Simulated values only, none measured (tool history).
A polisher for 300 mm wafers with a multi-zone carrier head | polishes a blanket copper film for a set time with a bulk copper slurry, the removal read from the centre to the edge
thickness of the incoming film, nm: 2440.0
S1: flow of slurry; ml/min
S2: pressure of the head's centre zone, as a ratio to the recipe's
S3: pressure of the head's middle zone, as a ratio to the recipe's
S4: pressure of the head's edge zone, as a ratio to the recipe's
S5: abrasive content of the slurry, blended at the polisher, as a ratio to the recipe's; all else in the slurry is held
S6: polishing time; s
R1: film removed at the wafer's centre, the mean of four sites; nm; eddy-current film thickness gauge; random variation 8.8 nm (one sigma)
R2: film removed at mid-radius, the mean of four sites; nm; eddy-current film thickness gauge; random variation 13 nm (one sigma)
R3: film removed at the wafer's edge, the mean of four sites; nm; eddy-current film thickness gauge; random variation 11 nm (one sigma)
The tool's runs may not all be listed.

run  hour   S1    S2    S3    S4    S5  S6       R1       R2       R3
  1   0.0  175  1.00  1.00  1.00  1.00  77  1030.30   984.92  1013.60
  2   7.5  130  1.00  1.00  1.00  1.00  77   970.38   937.48  1008.20
  3   8.6  130  1.00  1.00  1.00  1.10  77  1000.30   955.11  1017.10
  4  12.7  135  0.97  1.03  0.96  1.05  76   940.06   961.38   946.29
  5  20.6  135  0.97  1.03  0.96  1.05  84  1046.50  1091.40  1088.80
  6  27.9  145  0.95  1.03  0.93  0.95  82   998.42  1040.80  1018.10
  7  36.3  145  0.93  1.04  0.90  0.90  81   959.40  1034.90   961.11
  8  37.6  140  0.91  1.04  0.89  0.85  81   917.71   990.68   971.33
  9  42.0  140  0.91  1.04  0.89  0.85  81   896.36  1017.10   969.42
 10  45.5  140  0.91  1.04  0.87  0.80  80   890.13   985.86   933.86

The next listed run, before its measurement:
 11  47.6  140  0.91  1.05  0.86  0.80  80   ?   ?   ?

{"run 11": {"R1": 880.55, "R2": 1001.5, "R3": 920.88}}

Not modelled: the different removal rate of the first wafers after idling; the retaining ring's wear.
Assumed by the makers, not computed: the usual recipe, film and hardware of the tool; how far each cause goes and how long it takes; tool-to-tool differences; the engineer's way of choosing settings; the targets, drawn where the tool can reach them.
